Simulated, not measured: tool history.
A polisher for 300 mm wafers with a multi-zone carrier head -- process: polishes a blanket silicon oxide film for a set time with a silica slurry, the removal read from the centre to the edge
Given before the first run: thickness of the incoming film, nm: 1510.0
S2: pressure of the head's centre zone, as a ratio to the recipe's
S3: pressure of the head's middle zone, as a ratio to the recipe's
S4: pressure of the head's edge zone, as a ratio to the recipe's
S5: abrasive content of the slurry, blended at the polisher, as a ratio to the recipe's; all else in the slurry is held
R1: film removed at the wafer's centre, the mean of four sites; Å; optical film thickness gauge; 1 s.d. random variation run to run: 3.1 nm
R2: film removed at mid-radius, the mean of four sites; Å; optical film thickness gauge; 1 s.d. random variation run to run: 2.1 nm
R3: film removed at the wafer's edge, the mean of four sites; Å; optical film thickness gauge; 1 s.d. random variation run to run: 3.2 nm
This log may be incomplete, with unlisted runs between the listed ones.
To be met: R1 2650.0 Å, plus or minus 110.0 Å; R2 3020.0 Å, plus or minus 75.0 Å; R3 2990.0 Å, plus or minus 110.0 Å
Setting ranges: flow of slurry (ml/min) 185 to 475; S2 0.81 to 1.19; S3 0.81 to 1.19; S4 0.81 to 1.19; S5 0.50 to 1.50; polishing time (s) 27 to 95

run 1 hour=0.0 | flow_of_slurry_(ml/min)=305 S2=1.00 S3=1.00 S4=1.00 S5=1.00 polishing_time_(s)=61 | R1=2353.2 R2=2427.0 R3=2422.3
run 2 hour=7.2 | flow_of_slurry_(ml/min)=305 S2=1.00 S3=1.05 S4=1.00 S5=1.00 polishing_time_(s)=61 | R1=2387.0 R2=2545.2 R3=2504.9
run 3 hour=9.3 | flow_of_slurry_(ml/min)=315 S2=1.01 S3=1.10 S4=1.04 S5=1.00 polishing_time_(s)=61 | R1=2403.9 R2=2672.7 R3=2505.0
run 4 hour=11.1 | flow_of_slurry_(ml/min)=300 S2=1.00 S3=1.09 S4=1.06 S5=1.10 polishing_time_(s)=61 | R1=2436.2 R2=2725.4 R3=2597.4
run 5 hour=18.9 | flow_of_slurry_(ml/min)=305 S2=0.99 S3=1.08 S4=1.09 S5=1.20 polishing_time_(s)=61 | R1=2537.6 R2=2787.1 R3=2780.7
run 6 hour=23.8 | flow_of_slurry_(ml/min)=305 S2=0.99 S3=1.08 S4=1.09 S5=1.20 polishing_time_(s)=49 | R1=2060.8 R2=2238.6 R3=2211.9
run 7 hour=31.9 | flow_of_slurry_(ml/min)=315 S2=0.99 S3=1.10 S4=1.12 S5=1.30 polishing_time_(s)=51 | R1=2186.5 R2=2465.3 R3=2385.9
run 8 hour=40.3 | flow_of_slurry_(ml/min)=305 S2=0.99 S3=1.10 S4=1.13 S5=1.35 polishing_time_(s)=54 | R1=2376.3 R2=2647.0 R3=2626.8
run 9 hour=41.1 | flow_of_slurry_(ml/min)=300 S2=0.99 S3=1.11 S4=1.14 S5=1.40 polishing_time_(s)=55 | R1=2445.9 R2=2745.7 R3=2656.6
run 10 hour=47.0 | flow_of_slurry_(ml/min)=320 S2=0.99 S3=1.11 S4=1.16 S5=1.45 polishing_time_(s)=56 | R1=2505.5 R2=2850.6 R3=2782.5
run 11 hour=54.3 | flow_of_slurry_(ml/min)=320 S2=0.99 S3=1.11 S4=1.17 S5=1.45 polishing_time_(s)=57 | R1=2615.4 R2=2932.3 R3=2889.6
run 12 hour=59.5 | flow_of_slurry_(ml/min)=325 S2=0.99 S3=1.11 S4=1.18 S5=1.45 polishing_time_(s)=57 | R1=2597.7 R2=2907.8 R3=2883.6

Exactly one of the 5 candidate moves below puts every result within its allowed miss. Which one?
run A hour=64.7 | flow_of_slurry_(ml/min)=260 S2=0.95 S3=1.16 S4=1.19 S5=1.50 polishing_time_(s)=57 | R1=? R2=? R3=?
run B hour=64.7 | flow_of_slurry_(ml/min)=350 S2=0.98 S3=1.05 S4=1.19 S5=1.40 polishing_time_(s)=59 | R1=? R2=? R3=?
run C hour=64.7 | flow_of_slurry_(ml/min)=335 S2=1.00 S3=1.09 S4=1.15 S5=1.45 polishing_time_(s)=57 | R1=? R2=? R3=?
run D hour=64.7 | flow_of_slurry_(ml/min)=320 S2=1.01 S3=1.05 S4=1.19 S5=1.50 polishing_time_(s)=56 | R1=? R2=? R3=?
run E hour=64.7 | flow_of_slurry_(ml/min)=275 S2=0.94 S3=1.08 S4=1.07 S5=1.25 polishing_time_(s)=66 | R1=? R2=? R3=?

move=A R1=2459.6 R2=2973.6 R3=2864.0
move=B R1=2675.5 R2=2878.6 R3=2991.1
move=C R1=2648.4 R2=2891.8 R3=2861.6
move=D R1=2637.6 R2=2768.2 R3=2885.1
move=E R1=2663.1 R2=3054.5 R3=2957.6
A: meets the target for the result that was furthest off, but another lies outside its allowed miss
B: lands further from the targets than the last run did
C: lands further from the targets than the last run did
D: lands further from the targets than the last run did
E: meets every target
Answer: E

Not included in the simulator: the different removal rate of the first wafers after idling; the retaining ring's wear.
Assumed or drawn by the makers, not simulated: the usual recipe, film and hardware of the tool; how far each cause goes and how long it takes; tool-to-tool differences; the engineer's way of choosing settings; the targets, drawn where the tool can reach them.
